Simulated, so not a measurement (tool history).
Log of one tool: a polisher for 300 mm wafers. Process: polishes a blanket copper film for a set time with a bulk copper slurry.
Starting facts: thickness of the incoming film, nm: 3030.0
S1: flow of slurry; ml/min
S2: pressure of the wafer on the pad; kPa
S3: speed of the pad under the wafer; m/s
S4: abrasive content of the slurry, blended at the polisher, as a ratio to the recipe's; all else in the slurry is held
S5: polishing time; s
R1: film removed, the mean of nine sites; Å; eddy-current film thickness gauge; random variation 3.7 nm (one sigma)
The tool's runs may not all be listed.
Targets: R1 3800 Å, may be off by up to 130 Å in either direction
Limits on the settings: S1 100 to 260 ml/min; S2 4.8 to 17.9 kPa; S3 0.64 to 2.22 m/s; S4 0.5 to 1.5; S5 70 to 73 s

{"run": 1, "hour": 0.0, "S1": 165, "S2": 11, "S3": 1.42, "S4": 1, "S5": 70, "R1": 4316}
{"run": 2, "hour": 8.5, "S1": 165, "S2": 11, "S3": 1.06, "S4": 1, "S5": 70, "R1": 3431.2}
{"run": 3, "hour": 14.1, "S1": 195, "S2": 11, "S3": 1.06, "S4": 1, "S5": 70, "R1": 3426.9}
{"run": 4, "hour": 21.9, "S1": 195, "S2": 11, "S3": 1.06, "S4": 0.85, "S5": 70, "R1": 3297.1}
{"run": 5, "hour": 29.8, "S1": 195, "S2": 11.7, "S3": 1.06, "S4": 0.85, "S5": 70, "R1": 3563.4}
{"run": 6, "hour": 33.0, "S1": 195, "S2": 11.7, "S3": 0.9, "S4": 0.85, "S5": 70, "R1": 3104.3}
{"run": 7, "hour": 39.5, "S1": 195, "S2": 12.4, "S3": 0.9, "S4": 0.85, "S5": 70, "R1": 3286.7}
{"run": 8, "hour": 40.2, "S1": 195, "S2": 13.1, "S3": 0.9, "S4": 0.85, "S5": 70, "R1": 3437}
{"run": 9, "hour": 45.7, "S1": 195, "S2": 13.8, "S3": 0.9, "S4": 0.85, "S5": 70, "R1": 3586.1}

Which of these 5 next moves meets every target?
{"run": "A", "hour": 51.2, "S1": 190, "S2": 14.5, "S3": 0.78, "S4": 0.9, "S5": 70, "R1": "?"}
{"run": "B", "hour": 51.2, "S1": 185, "S2": 12.4, "S3": 0.96, "S4": 0.8, "S5": 70, "R1": "?"}
{"run": "C", "hour": 51.2, "S1": 175, "S2": 15.2, "S3": 0.82, "S4": 1.05, "S5": 70, "R1": "?"}
{"run": "D", "hour": 51.2, "S1": 180, "S2": 13.8, "S3": 0.9, "S4": 0.8, "S5": 70, "R1": "?"}
{"run": "E", "hour": 51.2, "S1": 190, "S2": 13.8, "S3": 0.88, "S4": 0.8, "S5": 70, "R1": "?"}

move=A R1=3384.8
move=B R1=3364.5
move=C R1=3774.5
move=D R1=3524.5
move=E R1=3478.1
A: further off than the last run
B: further off than the last run
C: every result within its allowed miss
D: further off than the last run
E: further off than the last run
So the answer is move C, the one that meets all the targets.
